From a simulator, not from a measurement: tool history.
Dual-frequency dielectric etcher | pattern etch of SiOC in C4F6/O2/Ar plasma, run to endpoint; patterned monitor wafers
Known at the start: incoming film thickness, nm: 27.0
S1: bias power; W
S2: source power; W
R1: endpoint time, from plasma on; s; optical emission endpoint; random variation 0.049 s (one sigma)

run 1 day=0 | S1=555 S2=450 | R1=7.8298
run 2 day=0.133 | S1=573 S2=450 | R1=7.7226
run 3 day=0.342 | S1=589 S2=450 | R1=7.5319
run 4 day=0.525 | S1=589 S2=500 | R1=7.4675
run 5 day=0.821 | S1=601 S2=500 | R1=7.4713
run 6 day=1 | S1=616 S2=500 | R1=7.4098

Forecast run 7:
run 7 day=1.15 | S1=631 S2=510 | R1=?

{"run 7": {"R1": 7.2753}}
